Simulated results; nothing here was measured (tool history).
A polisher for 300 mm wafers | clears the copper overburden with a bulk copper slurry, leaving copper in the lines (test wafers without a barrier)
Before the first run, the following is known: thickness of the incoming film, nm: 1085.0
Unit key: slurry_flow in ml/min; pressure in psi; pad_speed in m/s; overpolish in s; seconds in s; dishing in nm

run	hour	slurry_flow	pressure	pad_speed	slurry_solids	overpolish	seconds	dishing
1	0.0	185	3.3	0.84	1.0	29	119.14	116.92
2	1.9	185	3.3	0.84	1.0	38	118.14	131.40
3	4.7	185	3.1	0.84	1.0	39	124.89	124.68
4	10.4	185	3.0	0.84	1.0	40	126.33	123.69
5	13.8	185	2.8	0.84	1.0	42	131.63	125.64
6	19.5	185	2.6	0.84	1.0	42	140.23	118.06

Run 7, settings as shown, results not yet in. Your forecast:
7	21.4	185	2.5	0.84	1.0	43	?	?

{"run 7": {"seconds": 141.67, "dishing": 120.0}}

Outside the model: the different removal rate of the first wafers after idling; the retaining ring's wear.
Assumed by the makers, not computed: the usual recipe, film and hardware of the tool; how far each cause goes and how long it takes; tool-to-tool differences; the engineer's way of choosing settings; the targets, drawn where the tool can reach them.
